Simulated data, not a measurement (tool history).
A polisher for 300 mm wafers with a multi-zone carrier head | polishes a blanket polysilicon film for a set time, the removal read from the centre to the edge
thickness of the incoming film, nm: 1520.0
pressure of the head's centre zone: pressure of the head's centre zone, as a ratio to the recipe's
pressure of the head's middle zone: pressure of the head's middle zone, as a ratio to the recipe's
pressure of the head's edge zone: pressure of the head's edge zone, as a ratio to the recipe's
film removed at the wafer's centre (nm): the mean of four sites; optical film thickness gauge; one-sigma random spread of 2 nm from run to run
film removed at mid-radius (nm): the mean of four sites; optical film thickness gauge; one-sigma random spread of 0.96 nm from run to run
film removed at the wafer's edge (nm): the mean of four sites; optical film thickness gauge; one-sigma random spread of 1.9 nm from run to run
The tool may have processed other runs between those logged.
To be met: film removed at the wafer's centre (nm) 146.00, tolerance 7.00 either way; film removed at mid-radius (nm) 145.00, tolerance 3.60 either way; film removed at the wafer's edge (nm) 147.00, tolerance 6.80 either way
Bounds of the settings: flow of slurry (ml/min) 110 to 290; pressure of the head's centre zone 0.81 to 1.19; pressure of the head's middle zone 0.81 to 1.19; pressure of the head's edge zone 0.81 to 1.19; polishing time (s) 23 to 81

run,hour,flow of slurry (ml/min),pressure of the head's centre zone,pressure of the head's middle zone,pressure of the head's edge zone,polishing time (s),film removed at the wafer's centre (nm),film removed at mid-radius (nm),film removed at the wafer's edge (nm)
1,0.0,185,1.00,1.00,1.00,52,236.23,232.50,235.90
2,0.6,185,1.00,0.93,1.00,52,239.45,221.86,234.14
3,7.0,185,1.04,0.93,1.00,52,239.19,221.83,237.25
4,8.5,180,1.02,0.93,0.99,50,229.50,212.90,226.38
5,16.8,180,0.99,0.93,0.99,50,216.66,211.42,225.84
6,19.8,180,0.99,0.93,1.06,50,227.68,210.66,234.09
# hour 21.1: worn pad replaced by a new one
7,21.1,180,0.99,0.92,1.04,48,236.51,220.21,243.01
8,28.4,170,1.00,0.92,1.01,45,221.05,209.39,222.92
9,30.9,185,0.98,0.91,0.99,42,204.68,195.53,207.90
10,36.8,180,0.90,0.87,0.89,28,125.38,125.07,133.46
11,39.1,185,0.91,0.88,0.90,28,128.34,127.52,130.38
12,46.0,185,0.91,0.89,0.91,28,126.85,128.45,130.61
13,52.5,185,0.92,0.89,0.92,28,124.17,126.71,134.93
14,53.2,185,0.93,0.90,0.92,29,135.50,132.34,137.08
15,57.5,185,0.93,0.91,0.93,29,134.97,132.28,141.11
16,61.8,190,0.93,0.91,0.93,30,139.42,139.91,141.67

4 candidate next runs follow, results not yet known. Just one meets every target within its allowed miss. Identify it.
A,66.1,130,0.88,0.83,0.95,33,?,?,?
B,66.1,160,0.96,0.87,0.88,31,?,?,?
C,66.1,225,0.97,0.99,0.96,27,?,?,?
D,66.1,180,0.94,0.93,0.90,31,?,?,?

move,film removed at the wafer's centre (nm),film removed at mid-radius (nm),film removed at the wafer's edge (nm)
A,134.95,133.82,154.36
B,146.19,135.38,144.81
C,137.29,134.59,136.85
D,146.82,143.86,148.64
A: further off than the last run
B: further off than the last run
C: further off than the last run
D: every result lands within tolerance
The move that meets every target is D.

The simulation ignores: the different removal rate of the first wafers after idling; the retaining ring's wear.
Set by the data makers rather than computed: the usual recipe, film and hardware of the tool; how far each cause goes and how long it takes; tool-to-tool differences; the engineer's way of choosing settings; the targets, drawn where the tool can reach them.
